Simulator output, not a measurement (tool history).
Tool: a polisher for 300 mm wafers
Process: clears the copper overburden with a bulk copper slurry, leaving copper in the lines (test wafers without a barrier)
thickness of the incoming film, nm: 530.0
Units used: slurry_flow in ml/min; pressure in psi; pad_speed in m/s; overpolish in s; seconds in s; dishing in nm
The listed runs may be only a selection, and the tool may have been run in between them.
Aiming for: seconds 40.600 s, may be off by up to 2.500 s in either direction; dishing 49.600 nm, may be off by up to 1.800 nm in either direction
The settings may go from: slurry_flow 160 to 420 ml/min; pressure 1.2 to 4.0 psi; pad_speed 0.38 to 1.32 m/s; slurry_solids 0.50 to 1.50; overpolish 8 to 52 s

| run | day | slurry_flow | pressure | pad_speed | slurry_solids | overpolish | seconds | dishing |
|---|---|---|---|---|---|---|---|---|
| 1 | 0.000 | 270 | 2.6 | 0.84 | 1.00 | 26 | 85.627 | 44.170 |
| 2 | 0.208 | 270 | 2.9 | 0.90 | 1.00 | 23 | 72.806 | 44.596 |
| 3 | 0.317 | 270 | 2.9 | 0.90 | 1.00 | 29 | 73.100 | 45.878 |
| 4 | 0.458 | 270 | 2.9 | 0.90 | 1.10 | 29 | 70.879 | 46.781 |
| 5 | 0.812 | 270 | 3.3 | 0.90 | 1.10 | 29 | 64.554 | 47.135 |
| 6 | 1.188 | 270 | 3.3 | 0.90 | 0.90 | 29 | 63.637 | 47.341 |
| 7 | 1.550 | 270 | 3.5 | 0.96 | 0.90 | 28 | 57.468 | 49.174 |
| 8 | 1.750 | 275 | 3.6 | 1.02 | 0.90 | 24 | 53.367 | 49.001 |
| 9 | 1.875 | 280 | 4.0 | 1.20 | 0.95 | 13 | 43.005 | 47.424 |
| 10 | 2.117 | 280 | 4.0 | 1.20 | 0.95 | 14 | 41.174 | 46.403 |

Consider the 4 candidate settings below. Which is the only one whose results all fall within their allowed miss of target?
| A | 2.358 | 250 | 4.0 | 1.12 | 0.80 | 23 | ? | ? |
| B | 2.358 | 300 | 4.0 | 1.18 | 1.05 | 28 | ? | ? |
| C | 2.358 | 270 | 4.0 | 1.26 | 0.95 | 11 | ? | ? |
| D | 2.358 | 330 | 3.6 | 1.26 | 0.55 | 15 | ? | ? |

| move | seconds | dishing |
|---|---|---|
| A | 46.049 | 49.328 |
| B | 41.220 | 49.845 |
| C | 39.625 | 45.492 |
| D | 47.092 | 46.333 |
A: brings the result that was furthest off to its target, and leaves another outside
B: every result lands within tolerance
C: the biggest miss grows against the last run
D: the biggest miss grows against the last run
Answer: B
